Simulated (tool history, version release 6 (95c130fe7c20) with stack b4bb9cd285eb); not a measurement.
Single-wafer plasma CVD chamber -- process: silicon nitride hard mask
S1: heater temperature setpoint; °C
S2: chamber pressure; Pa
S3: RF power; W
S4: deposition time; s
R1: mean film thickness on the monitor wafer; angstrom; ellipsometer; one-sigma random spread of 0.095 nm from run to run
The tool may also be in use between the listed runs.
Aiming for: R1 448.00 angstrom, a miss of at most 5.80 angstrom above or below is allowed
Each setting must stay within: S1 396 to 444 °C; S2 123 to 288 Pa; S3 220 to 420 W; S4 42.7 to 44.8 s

run    day   S1   S2   S3    S4      R1
  1  0.000  420  205  320  44.8  528.90
  2  0.333  420  205  340  44.8  546.67
  3  0.546  420  188  330  44.7  522.23
  4  0.896  420  188  305  44.7  500.48
  5  1.067  420  173  300  44.7  483.55
  6  1.433  420  163  300  44.7  473.68
  7  1.754  420  156  300  44.7  468.88
  8  2.042  420  151  300  44.7  462.46

Pick the move, out of 4, that brings all results within their allowed miss; only one does.
  A  2.329  411  141  320  42.7   ?
  B  2.329  423  139  285  44.3   ?
  C  2.329  423  153  290  44.8   ?
  D  2.329  428  188  280  44.8   ?

move      R1
   A  450.25
   B  431.71
   C  456.39
   D  475.50
A: all results land within tolerance of their targets
B: takes the result that was furthest off past its target
C: nearer the targets than the last run, but a result is still out of spec
D: the biggest miss grows against the last run
Correct choice: A, which meets every target
